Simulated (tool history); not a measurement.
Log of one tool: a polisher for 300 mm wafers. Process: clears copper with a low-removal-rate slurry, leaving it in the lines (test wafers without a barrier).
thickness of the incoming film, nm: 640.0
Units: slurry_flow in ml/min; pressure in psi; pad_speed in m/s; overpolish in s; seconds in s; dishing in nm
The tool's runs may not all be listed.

run 1 hour=0.0 | slurry_flow=130 pressure=3.9 pad_speed=1.20 slurry_solids=1.0 overpolish=25 | seconds=133.080 dishing=57.916
run 2 hour=4.2 | slurry_flow=135 pressure=4.3 pad_speed=1.20 slurry_solids=1.0 overpolish=23 | seconds=118.530 dishing=60.015
run 3 hour=11.8 | slurry_flow=135 pressure=4.3 pad_speed=1.08 slurry_solids=1.0 overpolish=23 | seconds=134.210 dishing=56.337
run 4 hour=17.5 | slurry_flow=140 pressure=4.6 pad_speed=1.12 slurry_solids=1.0 overpolish=21 | seconds=120.380 dishing=57.156
run 5 hour=20.8 | slurry_flow=145 pressure=4.9 pad_speed=1.16 slurry_solids=1.0 overpolish=19 | seconds=108.140 dishing=58.166
run 6 hour=29.8 | slurry_flow=130 pressure=4.9 pad_speed=1.16 slurry_solids=1.0 overpolish=19 | seconds=110.710 dishing=56.727
run 7 hour=37.1 | slurry_flow=135 pressure=5.1 pad_speed=1.20 slurry_solids=1.0 overpolish=18 | seconds=101.420 dishing=58.698
run 8 hour=44.5 | slurry_flow=140 pressure=5.3 pad_speed=1.22 slurry_solids=1.0 overpolish=17 | seconds=95.645 dishing=57.952
run 9 hour=46.1 | slurry_flow=145 pressure=5.4 pad_speed=1.24 slurry_solids=1.0 overpolish=17 | seconds=92.916 dishing=60.354
run 10 hour=49.4 | slurry_flow=145 pressure=5.5 pad_speed=1.28 slurry_solids=1.0 overpolish=16 | seconds=88.963 dishing=60.941
run 11 hour=50.5 | slurry_flow=145 pressure=5.6 pad_speed=1.32 slurry_solids=1.0 overpolish=15 | seconds=83.106 dishing=60.618
run 12 hour=57.2 | slurry_flow=145 pressure=5.7 pad_speed=1.34 slurry_solids=1.0 overpolish=15 | seconds=81.588 dishing=60.394
run 13 hour=60.8 | slurry_flow=145 pressure=5.8 pad_speed=1.36 slurry_solids=1.0 overpolish=15 | seconds=78.673 dishing=61.920

Run 14 comes next. What will it give?
run 14 hour=66.5 | slurry_flow=145 pressure=5.9 pad_speed=1.38 slurry_solids=1.0 overpolish=15 | seconds=? dishing=?

{"run 14": {"seconds": 76.004, "dishing": 64.858}}

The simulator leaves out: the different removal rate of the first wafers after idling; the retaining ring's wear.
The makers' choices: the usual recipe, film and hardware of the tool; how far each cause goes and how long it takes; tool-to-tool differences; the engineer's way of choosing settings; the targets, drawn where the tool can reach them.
